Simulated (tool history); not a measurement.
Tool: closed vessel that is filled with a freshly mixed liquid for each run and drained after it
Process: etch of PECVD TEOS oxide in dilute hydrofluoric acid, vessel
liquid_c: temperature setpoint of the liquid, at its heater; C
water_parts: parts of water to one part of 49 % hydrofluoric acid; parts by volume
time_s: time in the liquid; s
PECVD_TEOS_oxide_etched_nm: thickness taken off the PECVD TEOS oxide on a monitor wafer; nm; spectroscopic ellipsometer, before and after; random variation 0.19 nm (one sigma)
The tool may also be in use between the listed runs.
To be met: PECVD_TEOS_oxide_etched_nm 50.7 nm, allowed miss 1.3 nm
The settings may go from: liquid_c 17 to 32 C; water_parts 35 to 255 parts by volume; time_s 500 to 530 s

Run 1, hour 0: liquid_c 24 C, water_parts 145 parts by volume, time_s 500 s. Result: PECVD_TEOS_oxide_etched_nm 38.974 nm.
Run 2, hour 0.5: liquid_c 24 C, water_parts 145 parts by volume, time_s 530 s. Result: PECVD_TEOS_oxide_etched_nm 41.221 nm.
Run 3, hour 8.9: liquid_c 25 C, water_parts 145 parts by volume, time_s 530 s. Result: PECVD_TEOS_oxide_etched_nm 42.877 nm.
Run 4, hour 12.8: liquid_c 26 C, water_parts 145 parts by volume, time_s 530 s. Result: PECVD_TEOS_oxide_etched_nm 44.098 nm.
At hour 20.1: thermometer replaced.
Run 5, hour 20.1: liquid_c 26 C, water_parts 145 parts by volume, time_s 500 s. Result: PECVD_TEOS_oxide_etched_nm 39.13 nm.
Run 6, hour 24.1: liquid_c 26 C, water_parts 145 parts by volume, time_s 530 s. Result: PECVD_TEOS_oxide_etched_nm 41.502 nm.
Run 7, hour 24.7: liquid_c 26 C, water_parts 140 parts by volume, time_s 530 s. Result: PECVD_TEOS_oxide_etched_nm 43.395 nm.
Run 8, hour 26.7: liquid_c 26 C, water_parts 135 parts by volume, time_s 530 s. Result: PECVD_TEOS_oxide_etched_nm 45.01 nm.
Run 9, hour 27.7: liquid_c 26 C, water_parts 130 parts by volume, time_s 530 s. Result: PECVD_TEOS_oxide_etched_nm 46.872 nm.
Run 10, hour 33.7: liquid_c 26.5 C, water_parts 130 parts by volume, time_s 530 s. Result: PECVD_TEOS_oxide_etched_nm 47.945 nm.
Run 11, hour 36.2: liquid_c 26.5 C, water_parts 130 parts by volume, time_s 530 s. Result: PECVD_TEOS_oxide_etched_nm 47.994 nm.
Run 12, hour 37.1: liquid_c 27 C, water_parts 130 parts by volume, time_s 530 s. Result: PECVD_TEOS_oxide_etched_nm 48.579 nm.

Which of these 5 next moves meets every target?
Run A, hour 38: liquid_c 28 C, water_parts 130 parts by volume, time_s 500 s. Result: PECVD_TEOS_oxide_etched_nm ?.
Run B, hour 38: liquid_c 29.5 C, water_parts 140 parts by volume, time_s 510 s. Result: PECVD_TEOS_oxide_etched_nm ?.
Run C, hour 38: liquid_c 28 C, water_parts 140 parts by volume, time_s 520 s. Result: PECVD_TEOS_oxide_etched_nm ?.
Run D, hour 38: liquid_c 28.5 C, water_parts 135 parts by volume, time_s 510 s. Result: PECVD_TEOS_oxide_etched_nm ?.
Run E, hour 38: liquid_c 26.5 C, water_parts 125 parts by volume, time_s 530 s. Result: PECVD_TEOS_oxide_etched_nm ?.

move  PECVD_TEOS_oxide_etched_nm
   A                      47.607
   B                      47.038
   C                      45.391
   D                       47.33
   E                      49.919
A: further off than the last run
B: further off than the last run
C: further off than the last run
D: further off than the last run
E: meets every target
The right move is E.

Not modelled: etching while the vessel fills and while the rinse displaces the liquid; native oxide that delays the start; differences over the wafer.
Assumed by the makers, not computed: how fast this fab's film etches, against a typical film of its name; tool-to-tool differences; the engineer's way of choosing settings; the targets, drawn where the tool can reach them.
